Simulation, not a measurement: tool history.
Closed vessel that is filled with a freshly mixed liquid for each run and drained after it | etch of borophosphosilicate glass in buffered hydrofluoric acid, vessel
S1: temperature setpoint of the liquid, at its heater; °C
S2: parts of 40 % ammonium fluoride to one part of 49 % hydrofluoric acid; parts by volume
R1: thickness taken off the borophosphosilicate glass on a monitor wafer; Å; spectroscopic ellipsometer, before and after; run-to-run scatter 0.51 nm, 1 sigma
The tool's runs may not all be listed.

run 1 hour=0.0 | S1=22.0 S2=17.0 time_in_the_liquid_(s)=30 | R1=344.98
run 2 hour=6.1 | S1=23.5 S2=17.0 time_in_the_liquid_(s)=30 | R1=372.29
run 3 hour=14.9 | S1=25.0 S2=16.5 time_in_the_liquid_(s)=30 | R1=414.06
run 4 hour=23.8 | S1=26.0 S2=16.0 time_in_the_liquid_(s)=30 | R1=444.23
run 5 hour=32.7 | S1=26.0 S2=16.0 time_in_the_liquid_(s)=30 | R1=443.90
run 6 hour=36.4 | S1=27.0 S2=15.5 time_in_the_liquid_(s)=30 | R1=479.99

The next listed run, before its measurement:
run 7 hour=45.0 | S1=27.5 S2=15.0 time_in_the_liquid_(s)=30 | R1=?

R1: 514.72 Å
